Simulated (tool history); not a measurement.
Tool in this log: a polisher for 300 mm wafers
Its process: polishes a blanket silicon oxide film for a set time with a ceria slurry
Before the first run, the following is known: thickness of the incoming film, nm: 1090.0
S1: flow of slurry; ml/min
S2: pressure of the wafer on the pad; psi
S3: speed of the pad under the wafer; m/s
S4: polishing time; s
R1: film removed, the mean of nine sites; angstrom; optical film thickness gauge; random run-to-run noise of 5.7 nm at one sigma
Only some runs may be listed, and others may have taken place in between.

run	day	S1	S2	S3	S4	R1
1	0.000	160	2.7	1.42	58	3272.1
2	0.279	160	2.7	1.70	58	3831.8
3	0.608	160	2.7	1.70	61	4146.0
4	0.700	160	3.3	1.70	61	5007.5
5	1.025	160	3.2	1.70	61	4729.5
6	1.225	195	3.2	1.70	61	4856.9

Run 7, settings as shown, results not yet in. Your forecast:
7	1.371	195	3.1	1.70	61	?

R1: 4826.2 angstrom
